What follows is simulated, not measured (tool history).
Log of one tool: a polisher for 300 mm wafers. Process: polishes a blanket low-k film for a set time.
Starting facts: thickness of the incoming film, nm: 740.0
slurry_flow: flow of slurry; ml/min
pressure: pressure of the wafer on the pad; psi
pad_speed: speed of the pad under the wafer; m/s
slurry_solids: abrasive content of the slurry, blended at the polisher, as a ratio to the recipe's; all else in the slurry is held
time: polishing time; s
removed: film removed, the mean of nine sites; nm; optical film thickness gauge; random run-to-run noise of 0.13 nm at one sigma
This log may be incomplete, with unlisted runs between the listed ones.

run  hour  slurry_flow  pressure  pad_speed  slurry_solids  time  removed
  1     0          135       2.2       1.04              1    26   11.703
  2   4.1          135       2.2       1.04           1.15    26   12.694
  3  12.5          135       2.2       1.18           1.15    26     13.6
  4  16.6          135         2       1.16           1.15    26   12.577
  5  24.3          135       1.8       1.14           1.15    26   11.088
  6  31.4          135       1.7       1.14           1.15    26   10.141
  7  35.2          135       1.7       1.14           1.15    26   10.494
  8    42          135       1.6       1.14           1.15    26   10.028

Run 9, settings as shown, results not yet in. Your forecast:
     49.3  -- slurry blender recalibrated
  9  49.3          135       1.5       1.14           1.15    26        ?

{"run 9": {"removed": 10.009}}
